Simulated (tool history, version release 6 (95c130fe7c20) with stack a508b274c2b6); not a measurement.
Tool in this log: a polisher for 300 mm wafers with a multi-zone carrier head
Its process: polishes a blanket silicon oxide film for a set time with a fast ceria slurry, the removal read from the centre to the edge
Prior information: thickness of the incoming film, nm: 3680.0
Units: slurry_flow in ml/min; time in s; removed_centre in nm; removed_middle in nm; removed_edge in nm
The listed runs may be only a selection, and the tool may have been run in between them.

Run 1, hour 0: slurry_flow 295 ml/min, centre_zone 1, middle_zone 1, edge_zone 1, time 72 s. Result: removed_centre 1198.1 nm, removed_middle 1236.2 nm, removed_edge 1203 nm.
Run 2, hour 5.8: slurry_flow 295 ml/min, centre_zone 1.03, middle_zone 1, edge_zone 1, time 72 s. Result: removed_centre 1275.7 nm, removed_middle 1246.8 nm, removed_edge 1200.2 nm.
Run 3, hour 8.7: slurry_flow 305 ml/min, centre_zone 1.05, middle_zone 1.03, edge_zone 1.02, time 73 s. Result: removed_centre 1309.4 nm, removed_middle 1288.7 nm, removed_edge 1236 nm.
Run 4, hour 14.4: slurry_flow 315 ml/min, centre_zone 1.07, middle_zone 1.06, edge_zone 1.02, time 74 s. Result: removed_centre 1368.6 nm, removed_middle 1341.1 nm, removed_edge 1245 nm.
Run 5, hour 18.4: slurry_flow 320 ml/min, centre_zone 1.08, middle_zone 1.08, edge_zone 1.02, time 75 s. Result: removed_centre 1380.4 nm, removed_middle 1372.8 nm, removed_edge 1271.2 nm.
Run 6, hour 19.8: slurry_flow 325 ml/min, centre_zone 1.09, middle_zone 1.1, edge_zone 1.01, time 76 s. Result: removed_centre 1462.3 nm, removed_middle 1428.4 nm, removed_edge 1284.9 nm.
Run 7, hour 25.3: slurry_flow 330 ml/min, centre_zone 1.09, middle_zone 1.11, edge_zone 1.01, time 76 s. Result: removed_centre 1396.3 nm, removed_middle 1446.5 nm, removed_edge 1278.7 nm.
Run 8, hour 29.4: slurry_flow 335 ml/min, centre_zone 1.1, middle_zone 1.12, edge_zone 1.01, time 77 s. Result: removed_centre 1480.1 nm, removed_middle 1481.1 nm, removed_edge 1293.3 nm.
Run 9, hour 36.4: slurry_flow 340 ml/min, centre_zone 1.11, middle_zone 1.13, edge_zone 1.02, time 77 s. Result: removed_centre 1519.2 nm, removed_middle 1491.7 nm, removed_edge 1317.5 nm.
Run 10, hour 42.4: slurry_flow 350 ml/min, centre_zone 1.11, middle_zone 1.14, edge_zone 1.02, time 77 s. Result: removed_centre 1489.9 nm, removed_middle 1509.1 nm, removed_edge 1313.4 nm.

What will run 11 give?
Run 11, hour 43.7: slurry_flow 355 ml/min, centre_zone 1.12, middle_zone 1.15, edge_zone 1.02, time 77 s. Result: removed_centre ?, removed_middle ?, removed_edge ?.

{"run 11": {"removed_centre": 1492, "removed_middle": 1509.5, "removed_edge": 1313.6}}
